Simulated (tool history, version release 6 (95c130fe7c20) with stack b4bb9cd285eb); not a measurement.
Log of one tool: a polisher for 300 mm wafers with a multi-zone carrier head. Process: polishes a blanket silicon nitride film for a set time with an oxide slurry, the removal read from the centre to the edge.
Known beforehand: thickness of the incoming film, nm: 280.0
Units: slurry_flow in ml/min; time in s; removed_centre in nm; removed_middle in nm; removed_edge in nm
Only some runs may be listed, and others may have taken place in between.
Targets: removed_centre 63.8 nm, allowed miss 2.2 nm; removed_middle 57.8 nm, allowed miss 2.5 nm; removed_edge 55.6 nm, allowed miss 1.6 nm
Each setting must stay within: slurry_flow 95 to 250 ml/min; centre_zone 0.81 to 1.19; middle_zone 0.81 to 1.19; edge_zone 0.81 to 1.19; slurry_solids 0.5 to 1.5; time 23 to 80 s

run  hour  slurry_flow  centre_zone  middle_zone  edge_zone  slurry_solids  time  removed_centre  removed_middle  removed_edge
  1     0          160            1            1          1              1    51           45.12          48.379        46.938
  2     7          160            1            1       1.06              1    51          45.388          47.155        48.747
  3  12.7          165         1.02         1.01       1.06              1    51          46.607          47.347         49.07
  4  16.7          195         1.02         1.01       1.06              1    51          46.709          47.432        50.362
  5  23.7          195         1.02         1.01       1.06              1    42          38.643          40.488        41.109
  6  29.5          195         1.06         1.01       1.06              1    42          40.814          39.835        41.047
  7  30.4          195         1.07         1.02       1.06           1.05    42          40.751          41.862         42.06
  8  37.5          195         1.08            1       1.04            1.1    43          43.446          41.986        43.638
  9  41.8          195         1.09            1       1.02           1.15    44          44.872          44.871        44.513
 10  48.6          195          1.1         0.99       1.01            1.2    45          47.819           45.07        46.461
 11  49.4          195         1.11         0.99          1           1.25    46          49.885          47.756        47.858
 12  52.4          195         1.12         0.99       0.99           1.25    46          50.217          47.102        47.943
       61  -- centre zone pressure recalibrated
 13    61          195         1.13         0.99       0.98            1.3    46          56.044          47.816         48.16
 14  67.7          230         1.15         1.09       1.08           1.45    47          61.982          56.524        52.746

4 candidate next runs follow, results not yet known. Just one meets every target within its allowed miss. Identify it.
  A  74.4          225         1.19         1.07       1.06            1.5    49               ?               ?             ?
  B  74.4          205         1.15         1.06       1.01           1.35    51               ?               ?             ?
  C  74.4          200         1.19         0.98       1.19            1.4    48               ?               ?             ?
  D  74.4          225         1.16         0.89       1.18            1.5    51               ?               ?             ?

move  removed_centre  removed_middle  removed_edge
   A           67.66          58.178        56.041
   B          65.152          57.349         54.95
   C          63.732          50.978        55.347
   D          68.783          51.865        60.691
A: puts the biggest miss on target and leaves a different result outside tolerance
B: hits every target within its allowed miss
C: puts the biggest miss on target and leaves a different result outside tolerance
D: carries the result that was furthest off beyond its target, to the other side
B is the move that brings every result within its allowed miss.

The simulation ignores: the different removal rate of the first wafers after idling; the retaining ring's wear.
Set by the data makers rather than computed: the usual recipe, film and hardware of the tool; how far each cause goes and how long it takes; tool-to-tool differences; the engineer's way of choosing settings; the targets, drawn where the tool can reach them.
